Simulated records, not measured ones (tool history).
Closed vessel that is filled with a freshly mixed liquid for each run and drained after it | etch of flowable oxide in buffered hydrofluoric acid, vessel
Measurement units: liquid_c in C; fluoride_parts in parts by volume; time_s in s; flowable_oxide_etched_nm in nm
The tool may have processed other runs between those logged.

run,hour,liquid_c,fluoride_parts,time_s,flowable_oxide_etched_nm
1,0.0,21.0,13.5,105,247.51
2,3.8,21.0,10.5,105,318.45
3,10.6,21.0,10.5,105,321.04
4,12.6,21.0,10.5,105,317.51
5,21.4,22.5,10.5,105,343.93
6,22.7,23.5,10.5,105,364.66
7,30.3,24.0,10.5,105,377.32

The next listed run, before its measurement:
8,35.0,24.5,10.5,105,?

{"run 8": {"flowable_oxide_etched_nm": 386.21}}

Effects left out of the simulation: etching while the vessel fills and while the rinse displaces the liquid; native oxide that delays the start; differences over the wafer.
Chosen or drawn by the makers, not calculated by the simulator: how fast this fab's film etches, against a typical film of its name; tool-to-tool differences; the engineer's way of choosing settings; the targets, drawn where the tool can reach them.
